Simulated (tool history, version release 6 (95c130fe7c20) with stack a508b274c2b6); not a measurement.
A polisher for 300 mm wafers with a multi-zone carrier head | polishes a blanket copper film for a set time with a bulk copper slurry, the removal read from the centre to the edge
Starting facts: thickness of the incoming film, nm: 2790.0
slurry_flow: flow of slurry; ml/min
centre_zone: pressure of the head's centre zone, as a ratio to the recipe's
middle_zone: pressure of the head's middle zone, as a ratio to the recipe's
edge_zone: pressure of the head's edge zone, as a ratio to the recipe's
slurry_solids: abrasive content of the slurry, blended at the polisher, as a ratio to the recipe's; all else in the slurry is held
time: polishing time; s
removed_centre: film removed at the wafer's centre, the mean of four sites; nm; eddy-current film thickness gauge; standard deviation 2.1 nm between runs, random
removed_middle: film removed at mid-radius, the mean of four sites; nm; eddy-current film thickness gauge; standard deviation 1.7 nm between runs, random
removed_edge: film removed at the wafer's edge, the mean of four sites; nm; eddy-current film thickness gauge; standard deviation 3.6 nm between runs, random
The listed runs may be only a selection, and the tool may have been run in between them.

run 1 hour=0.0 | slurry_flow=300 centre_zone=1.00 middle_zone=1.00 edge_zone=1.00 slurry_solids=1.00 time=59 | removed_centre=547.74 removed_middle=539.42 removed_edge=535.93
run 2 hour=6.6 | slurry_flow=300 centre_zone=1.00 middle_zone=1.00 edge_zone=1.00 slurry_solids=0.85 time=59 | removed_centre=526.76 removed_middle=517.54 removed_edge=511.95
run 3 hour=10.1 | slurry_flow=300 centre_zone=1.00 middle_zone=1.08 edge_zone=1.00 slurry_solids=0.85 time=59 | removed_centre=528.00 removed_middle=553.31 removed_edge=504.07
run 4 hour=18.7 | slurry_flow=300 centre_zone=1.05 middle_zone=1.08 edge_zone=1.00 slurry_solids=0.85 time=59 | removed_centre=550.43 removed_middle=552.40 removed_edge=513.88
run 5 hour=22.8 | slurry_flow=300 centre_zone=1.05 middle_zone=1.14 edge_zone=1.00 slurry_solids=0.85 time=59 | removed_centre=556.24 removed_middle=575.22 removed_edge=506.59
run 6 hour=25.4 | slurry_flow=300 centre_zone=1.05 middle_zone=1.14 edge_zone=0.93 slurry_solids=0.85 time=59 | removed_centre=543.44 removed_middle=581.75 removed_edge=488.79
run 7 hour=33.0 | slurry_flow=265 centre_zone=1.04 middle_zone=1.06 edge_zone=0.90 slurry_solids=0.75 time=49 | removed_centre=434.07 removed_middle=430.76 removed_edge=385.24

What will run 8 give?
run 8 hour=41.2 | slurry_flow=245 centre_zone=0.94 middle_zone=0.96 edge_zone=0.81 slurry_solids=0.50 time=32 | removed_centre=? removed_middle=? removed_edge=?

Run 8 produced removed_centre 231.26 nm, removed_middle 230.72 nm, removed_edge 222.94 nm.

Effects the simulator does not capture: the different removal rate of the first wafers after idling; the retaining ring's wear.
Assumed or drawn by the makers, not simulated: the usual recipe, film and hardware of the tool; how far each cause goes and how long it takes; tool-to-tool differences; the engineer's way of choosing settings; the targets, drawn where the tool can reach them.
